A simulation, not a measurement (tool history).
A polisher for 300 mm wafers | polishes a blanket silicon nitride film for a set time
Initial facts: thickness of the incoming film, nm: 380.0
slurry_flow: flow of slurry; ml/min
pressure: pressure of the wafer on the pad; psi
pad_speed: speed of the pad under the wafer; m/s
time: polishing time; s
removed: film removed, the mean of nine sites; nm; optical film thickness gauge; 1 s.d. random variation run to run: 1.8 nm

run,hour,slurry_flow,pressure,pad_speed,time,removed
1,0,150,4.8,1.22,31,86.633
2,5.4,150,4,1.22,31,71.573
3,9.7,150,4.3,1.22,31,76.978
4,17.1,150,4.6,1.22,31,83.346
5,20.4,150,3.8,1.22,31,67.087
6,28.4,175,3.8,1.22,31,70.423
7,31.3,175,4.1,1.22,31,75.399

Estimate the outcome of run 8 from the log above:
8,36.6,175,4.4,1.22,31,?

{"run 8": {"removed": 81.624}}

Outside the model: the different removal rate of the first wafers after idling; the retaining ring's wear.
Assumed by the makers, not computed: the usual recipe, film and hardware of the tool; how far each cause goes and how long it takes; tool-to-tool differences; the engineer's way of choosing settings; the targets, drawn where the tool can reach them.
